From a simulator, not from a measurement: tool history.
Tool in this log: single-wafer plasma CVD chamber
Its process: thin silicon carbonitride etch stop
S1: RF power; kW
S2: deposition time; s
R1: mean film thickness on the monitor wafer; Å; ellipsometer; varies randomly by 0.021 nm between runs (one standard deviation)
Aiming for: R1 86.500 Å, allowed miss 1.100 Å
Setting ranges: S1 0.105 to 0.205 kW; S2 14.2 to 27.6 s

run,hour,S1,S2,R1
1,0.0,0.155,20.9,103.300
2,7.2,0.155,18.4,91.330
3,11.9,0.155,15.9,79.012
4,17.5,0.165,16.0,80.157
5,19.2,0.175,16.0,81.031
6,26.5,0.160,16.0,79.563
# hour 33.0: RF generator calibrated
7,33.0,0.165,16.2,82.216
8,36.8,0.170,16.3,82.756
9,42.9,0.175,16.3,83.395
10,45.6,0.180,16.3,83.905
11,52.9,0.180,16.3,84.371
12,58.3,0.185,16.4,84.846

Below are 5 possible settings for the next run. Only one of them brings all results inside the allowed miss of their targets. Which is it?
A,63.7,0.180,16.5,?
B,63.7,0.190,16.6,?
C,63.7,0.185,17.1,?
D,63.7,0.175,16.2,?
E,63.7,0.195,15.8,?

move,R1
A,85.115
B,86.612
C,88.719
D,83.079
E,82.895
A: nearer the targets than the last run, but a result is still out of spec
B: every result lands within tolerance
C: takes the result that was furthest off past its target
D: lands further from the targets than the last run did
E: lands further from the targets than the last run did
Move B is the one to make.

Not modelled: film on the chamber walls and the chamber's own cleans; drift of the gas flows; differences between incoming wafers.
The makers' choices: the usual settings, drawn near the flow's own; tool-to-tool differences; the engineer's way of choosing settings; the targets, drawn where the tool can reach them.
